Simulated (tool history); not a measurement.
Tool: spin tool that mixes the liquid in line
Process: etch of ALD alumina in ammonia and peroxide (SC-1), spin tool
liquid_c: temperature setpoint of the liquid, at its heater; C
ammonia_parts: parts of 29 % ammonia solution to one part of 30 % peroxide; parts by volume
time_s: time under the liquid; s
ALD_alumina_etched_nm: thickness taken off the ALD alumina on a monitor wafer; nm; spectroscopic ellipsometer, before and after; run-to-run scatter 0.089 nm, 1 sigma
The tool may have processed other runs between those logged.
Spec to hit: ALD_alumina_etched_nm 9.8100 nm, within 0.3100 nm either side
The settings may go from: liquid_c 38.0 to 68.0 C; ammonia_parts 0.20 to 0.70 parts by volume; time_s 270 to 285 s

run,hour,liquid_c,ammonia_parts,time_s,ALD_alumina_etched_nm
1,0.0,52.0,0.40,270,12.3010
2,4.4,52.0,0.40,285,12.8470
3,8.8,54.5,0.40,285,14.6970
4,17.4,52.0,0.40,285,12.8540
5,20.0,50.5,0.40,285,12.0330
6,27.3,49.0,0.40,285,11.0080
7,32.8,48.5,0.40,285,10.6730
8,39.5,48.0,0.40,285,10.4410

Exercise: of the 4 proposed moves below, exactly one satisfies all targets within the stated allowed misses. Which move is it?
A,46.2,47.5,0.25,270,?
B,46.2,48.5,0.30,270,?
C,46.2,46.5,0.35,280,?
D,46.2,49.5,0.25,285,?

move,ALD_alumina_etched_nm
A,9.0593
B,9.7468
C,9.1709
D,10.6870
A: pushes the last run's worst result past its target
B: meets every target
C: pushes the last run's worst result past its target
D: the biggest miss grows against the last run
Move B is the one to make.
